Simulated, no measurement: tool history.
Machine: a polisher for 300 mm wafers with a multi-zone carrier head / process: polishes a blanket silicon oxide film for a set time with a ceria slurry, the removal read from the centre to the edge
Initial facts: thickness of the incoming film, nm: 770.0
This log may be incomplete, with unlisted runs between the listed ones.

run	hour	flow of slurry (ml/min)	pressure of the head's centre zone	pressure of the head's middle zone	pressure of the head's edge zone	polishing time (s)	film removed at the wafer's centre (angstrom)	film removed at mid-radius (angstrom)	film removed at the wafer's edge (angstrom)
1	0.0	130	1.00	1.00	1.00	39	1631.6	1629.4	1594.3
2	3.0	110	1.00	1.00	1.00	39	1517.0	1540.6	1574.2
3	4.1	115	0.94	1.03	1.05	42	1592.0	1712.8	1757.2
4	12.5	140	0.94	1.03	1.05	42	1691.6	1829.1	1791.1
5	21.0	135	0.90	1.06	1.09	44	1624.5	1940.2	1936.3
6	23.8	145	0.88	1.07	1.12	45	1691.7	2006.3	2010.2

Predict the results of run 7:
7	25.3	145	0.88	1.07	1.12	45	?	?	?

{"run 7": {"film removed at the wafer's centre (angstrom)": 1658.5, "film removed at mid-radius (angstrom)": 2005.3, "film removed at the wafer's edge (angstrom)": 2036.3}}

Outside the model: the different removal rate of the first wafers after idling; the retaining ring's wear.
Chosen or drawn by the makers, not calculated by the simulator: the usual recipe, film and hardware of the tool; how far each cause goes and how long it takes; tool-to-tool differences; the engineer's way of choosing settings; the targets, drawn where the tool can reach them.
